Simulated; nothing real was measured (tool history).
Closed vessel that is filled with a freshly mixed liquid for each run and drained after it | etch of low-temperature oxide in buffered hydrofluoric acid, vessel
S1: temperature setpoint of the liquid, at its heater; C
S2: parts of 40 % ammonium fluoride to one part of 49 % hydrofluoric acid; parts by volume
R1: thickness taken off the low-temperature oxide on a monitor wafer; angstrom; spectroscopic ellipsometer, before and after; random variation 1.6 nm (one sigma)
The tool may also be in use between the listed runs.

run 1 hour=0 | S1=23 S2=9.5 time_in_the_liquid_(s)=90 | R1=1966.8
run 2 hour=3.7 | S1=23 S2=9.5 time_in_the_liquid_(s)=90 | R1=1954.7
run 3 hour=7.6 | S1=24 S2=9.5 time_in_the_liquid_(s)=90 | R1=2088.3
run 4 hour=12.9 | S1=21.5 S2=9.5 time_in_the_liquid_(s)=90 | R1=1802.5
run 5 hour=18.2 | S1=21.5 S2=9.5 time_in_the_liquid_(s)=90 | R1=1795.5
run 6 hour=21.8 | S1=23 S2=9.5 time_in_the_liquid_(s)=90 | R1=1973.5
run 7 hour=27.9 | S1=24 S2=9.5 time_in_the_liquid_(s)=90 | R1=2066.4
run 8 hour=34.3 | S1=25 S2=9.5 time_in_the_liquid_(s)=90 | R1=2170
run 9 hour=39.3 | S1=25.5 S2=9.5 time_in_the_liquid_(s)=90 | R1=2240.2
run 10 hour=42.5 | S1=25.5 S2=9.5 time_in_the_liquid_(s)=90 | R1=2210.7

Forecast run 11:
run 11 hour=44.8 | S1=26 S2=9.5 time_in_the_liquid_(s)=90 | R1=?

{"run 11": {"R1": 2306.8}}
